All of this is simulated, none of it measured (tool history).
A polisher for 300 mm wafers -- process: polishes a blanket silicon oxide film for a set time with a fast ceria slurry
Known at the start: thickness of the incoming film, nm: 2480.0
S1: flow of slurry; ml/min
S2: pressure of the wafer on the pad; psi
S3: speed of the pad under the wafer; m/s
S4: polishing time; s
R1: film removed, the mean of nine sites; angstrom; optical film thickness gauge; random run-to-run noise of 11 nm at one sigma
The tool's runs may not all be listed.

run  hour   S1   S2    S3  S4       R1
  1   0.0  135  3.1  0.84  86  11201.0
  2   7.4  140  3.2  0.84  86  11516.0
  3  14.4  165  3.2  0.84  86  11808.0
  4  20.6  165  2.9  0.84  86  10642.0
     27.5  -- head pressure recalibrated
  5  27.5  165  3.0  0.84  86  10772.0
  6  29.4  165  3.0  0.74  86   9421.2
  7  30.0  165  3.1  0.74  86   9771.9

What will run 8 give?
  8  32.1  165  3.2  0.74  86   ?

Logged for run 8: R1 10070.0 angstrom.

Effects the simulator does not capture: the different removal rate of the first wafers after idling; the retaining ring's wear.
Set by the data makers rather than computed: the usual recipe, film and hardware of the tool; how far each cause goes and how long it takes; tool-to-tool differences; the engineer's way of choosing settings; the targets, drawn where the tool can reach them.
